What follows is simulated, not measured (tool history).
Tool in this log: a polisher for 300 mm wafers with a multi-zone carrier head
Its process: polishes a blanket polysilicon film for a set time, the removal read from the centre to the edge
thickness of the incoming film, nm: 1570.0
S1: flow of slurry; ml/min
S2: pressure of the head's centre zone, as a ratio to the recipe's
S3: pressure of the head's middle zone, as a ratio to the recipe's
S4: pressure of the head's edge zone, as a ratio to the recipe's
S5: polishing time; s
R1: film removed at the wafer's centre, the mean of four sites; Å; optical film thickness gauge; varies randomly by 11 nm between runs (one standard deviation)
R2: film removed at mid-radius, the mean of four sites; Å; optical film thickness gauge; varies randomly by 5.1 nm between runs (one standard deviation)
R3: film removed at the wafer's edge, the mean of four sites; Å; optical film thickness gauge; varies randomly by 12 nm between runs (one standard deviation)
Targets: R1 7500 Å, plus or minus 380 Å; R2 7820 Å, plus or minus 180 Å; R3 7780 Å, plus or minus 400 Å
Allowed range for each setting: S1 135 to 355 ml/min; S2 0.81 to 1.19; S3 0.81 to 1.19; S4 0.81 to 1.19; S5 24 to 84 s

run,hour,S1,S2,S3,S4,S5,R1,R2,R3
1,0,225,1,1,1,54,6652.1,6488.6,6776.5
2,6.8,250,1,1,1,54,6715.2,6493,6824.8
3,8.5,250,1,1.04,1,54,6656.2,6797.3,6654.8
4,10.9,290,1,1.04,1,54,6882.4,6832.4,6732.4
5,15,290,1,1.05,1.01,55,7064.6,6979,7036.9
6,18.4,290,1,1.06,1.02,55,7037.6,7161.2,7002.6
7,21.1,290,1,1.07,1.04,55,7221,7099.9,7013.4
8,25.5,290,0.99,1.07,1.05,56,6971.2,7287,7186.5

Exactly one of the 5 candidate moves below puts every result within its allowed miss. Which one?
A,29.9,210,1.02,0.91,1.09,60,?,?,?
B,29.9,205,0.87,0.96,1.19,58,?,?,?
C,29.9,305,1,1.09,1.09,59,?,?,?
D,29.9,330,0.86,0.88,1.11,59,?,?,?
E,29.9,230,1.08,1.13,1.1,56,?,?,?

move,R1,R2,R3
A,7521,6629.5,7903
B,6277.8,6692.5,7962.7
C,7502.9,7808.3,7919.1
D,6571.1,6562.3,8046.2
E,7468.7,7481.7,7426.5
A: its largest miss is bigger than the last run's
B: its largest miss is bigger than the last run's
C: meets every target
D: its largest miss is bigger than the last run's
E: moves toward the targets from the last run without getting all of them in spec
C meets every target.
